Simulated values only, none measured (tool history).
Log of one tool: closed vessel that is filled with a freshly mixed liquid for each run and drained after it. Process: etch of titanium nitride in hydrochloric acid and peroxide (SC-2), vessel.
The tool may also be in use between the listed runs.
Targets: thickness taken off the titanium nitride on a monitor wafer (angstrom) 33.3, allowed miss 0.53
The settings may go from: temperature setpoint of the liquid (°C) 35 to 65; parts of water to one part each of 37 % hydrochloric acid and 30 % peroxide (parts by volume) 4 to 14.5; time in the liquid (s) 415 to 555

run,hour,temperature setpoint of the liquid (°C),parts of water to one part each of 37 % hydrochloric acid and 30 % peroxide (parts by volume),time in the liquid (s),thickness taken off the titanium nitride on a monitor wafer (angstrom)
1,0,49,8,555,143.63
2,2,45.5,9.5,555,98.728
3,3.9,43,10.5,555,75.731
4,11.4,43,10.5,415,56.769
5,17.3,43,10.5,415,56.848
6,19.2,43,10.5,555,76.311
7,25.1,41,11.5,555,61.023
8,30.7,39.5,12,555,53.253
9,40.1,38.5,12.5,555,47.538

Which of these 5 next moves meets every target?
A,49.5,38.5,13,435,?
B,49.5,35.5,11.5,500,?
C,49.5,37.5,14.5,475,?
D,49.5,36,14.5,510,?
E,49.5,37.5,13.5,425,?

move,thickness taken off the titanium nitride on a monitor wafer (angstrom)
A,36.037
B,37.041
C,33.291
D,32.061
E,31.709
A: nearer than the last run, and not there yet
B: nearer than the last run, and not there yet
C: meets every target
D: takes the result that was furthest off past its target
E: takes the result that was furthest off past its target
Answer: C

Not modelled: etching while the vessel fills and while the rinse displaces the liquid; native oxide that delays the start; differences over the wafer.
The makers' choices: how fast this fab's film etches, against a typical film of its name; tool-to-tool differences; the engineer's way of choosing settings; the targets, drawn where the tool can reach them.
